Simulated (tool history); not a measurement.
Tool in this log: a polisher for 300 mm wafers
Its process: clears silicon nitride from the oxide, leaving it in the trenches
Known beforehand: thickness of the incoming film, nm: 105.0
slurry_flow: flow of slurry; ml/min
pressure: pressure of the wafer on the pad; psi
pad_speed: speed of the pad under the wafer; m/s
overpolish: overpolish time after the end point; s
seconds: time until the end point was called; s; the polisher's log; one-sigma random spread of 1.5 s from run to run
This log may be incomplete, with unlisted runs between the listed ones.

run 1 hour=0.0 | slurry_flow=310 pressure=3.1 pad_speed=1.04 overpolish=45 | seconds=123.24
run 2 hour=5.6 | slurry_flow=310 pressure=3.2 pad_speed=1.04 overpolish=45 | seconds=117.73
run 3 hour=11.4 | slurry_flow=310 pressure=3.2 pad_speed=1.20 overpolish=45 | seconds=104.66
run 4 hour=16.1 | slurry_flow=310 pressure=3.2 pad_speed=1.10 overpolish=45 | seconds=114.56
run 5 hour=23.7 | slurry_flow=310 pressure=3.3 pad_speed=1.10 overpolish=45 | seconds=110.79
run 6 hour=26.9 | slurry_flow=310 pressure=3.4 pad_speed=1.10 overpolish=45 | seconds=109.85
run 7 hour=34.8 | slurry_flow=310 pressure=3.5 pad_speed=1.10 overpolish=45 | seconds=107.21

Run 8 has not been measured yet. What should we expect?
run 8 hour=41.9 | slurry_flow=310 pressure=3.6 pad_speed=1.10 overpolish=45 | seconds=?

{"run 8": {"seconds": 103.43}}
